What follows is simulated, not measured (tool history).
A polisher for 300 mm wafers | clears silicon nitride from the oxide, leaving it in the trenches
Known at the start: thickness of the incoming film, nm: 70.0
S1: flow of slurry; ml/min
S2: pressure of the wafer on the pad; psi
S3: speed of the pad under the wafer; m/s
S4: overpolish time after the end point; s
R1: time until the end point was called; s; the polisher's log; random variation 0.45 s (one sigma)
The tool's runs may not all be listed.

run  hour   S1   S2    S3  S4      R1
  1     0  280  1.8  1.24   8  85.403
  2   5.8  325  1.8  1.24   8  84.168
  3    11  325  1.9  1.24   8  80.986
  4  15.7  325  1.9  1.24   8  80.753
  5  22.4  325  1.9  1.24   8  81.081
  6  26.8  325  1.9  1.46   8  69.635
  7  35.6  325    2  1.46   8  65.838

The next listed run, before its measurement:
  8    37  330  2.3  1.46   8   ?

Run 8 gave R1 59.912 s.
